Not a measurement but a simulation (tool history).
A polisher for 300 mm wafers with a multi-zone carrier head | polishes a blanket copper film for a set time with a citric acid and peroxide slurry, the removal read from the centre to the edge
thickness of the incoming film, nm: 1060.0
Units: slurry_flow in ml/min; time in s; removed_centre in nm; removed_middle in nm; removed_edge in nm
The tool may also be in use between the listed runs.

run,day,slurry_flow,centre_zone,middle_zone,edge_zone,slurry_solids,time,removed_centre,removed_middle,removed_edge
1,0.000,230,1.00,1.00,1.00,1.00,48,173.67,157.46,168.06
2,0.250,230,1.00,1.00,1.00,1.00,57,206.50,190.32,201.56
3,0.525,230,1.00,1.00,0.92,1.00,57,200.69,186.90,194.97
4,0.783,230,1.00,0.93,0.92,1.00,57,201.00,179.43,191.21
5,1.133,235,1.00,0.95,0.90,0.90,54,184.02,163.74,173.49
6,1.412,240,1.00,0.98,0.88,0.85,52,176.33,164.03,165.19
7,1.700,245,1.00,0.97,0.87,0.80,50,170.16,152.35,158.85
8,1.754,185,0.99,1.07,0.81,0.55,41,118.71,117.61,109.30
9,1.875,200,0.99,1.07,0.82,0.55,41,120.10,118.08,109.57
10,2.217,210,0.99,1.07,0.84,0.55,41,117.96,119.78,111.50

Forecast run 11:
11,2.500,220,1.00,1.06,0.85,0.55,41,?,?,?

Run 11 gave removed_centre 119.38 nm, removed_middle 119.46 nm, removed_edge 112.82 nm.

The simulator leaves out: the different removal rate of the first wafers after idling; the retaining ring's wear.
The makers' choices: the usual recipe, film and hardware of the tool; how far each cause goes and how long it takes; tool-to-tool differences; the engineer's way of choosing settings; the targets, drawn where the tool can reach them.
